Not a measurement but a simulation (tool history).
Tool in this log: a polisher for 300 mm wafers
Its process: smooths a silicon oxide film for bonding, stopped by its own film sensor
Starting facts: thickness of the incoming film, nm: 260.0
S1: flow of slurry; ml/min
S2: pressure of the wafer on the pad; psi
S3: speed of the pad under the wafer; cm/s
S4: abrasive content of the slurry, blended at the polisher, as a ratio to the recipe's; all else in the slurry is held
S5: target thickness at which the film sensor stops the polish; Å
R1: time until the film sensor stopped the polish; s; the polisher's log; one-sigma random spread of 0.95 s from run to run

| run | hour | S1 | S2 | S3 | S4 | S5 | R1 |
|---|---|---|---|---|---|---|---|
| 1 | 0.0 | 275 | 1.9 | 112 | 1.0 | 2020 | 88.781 |
| 2 | 6.9 | 275 | 1.7 | 112 | 1.0 | 2020 | 99.652 |
| 3 | 7.9 | 275 | 1.8 | 112 | 1.0 | 2020 | 94.605 |
| 4 | 15.0 | 275 | 1.8 | 112 | 1.0 | 2020 | 92.379 |
| 5 | 20.8 | 275 | 1.8 | 112 | 1.0 | 2020 | 92.650 |
| 6 | 27.0 | 275 | 1.8 | 112 | 0.8 | 2020 | 103.600 |
| 7 | 34.0 | 275 | 1.9 | 112 | 0.8 | 2020 | 97.456 |
| 8 | 43.0 | 275 | 2.5 | 118 | 0.8 | 2020 | 74.929 |

What does the tool deliver on the next run?
| 9 | 49.2 | 275 | 2.7 | 120 | 0.8 | 2020 | ? |

{"run 9": {"R1": 70.488}}
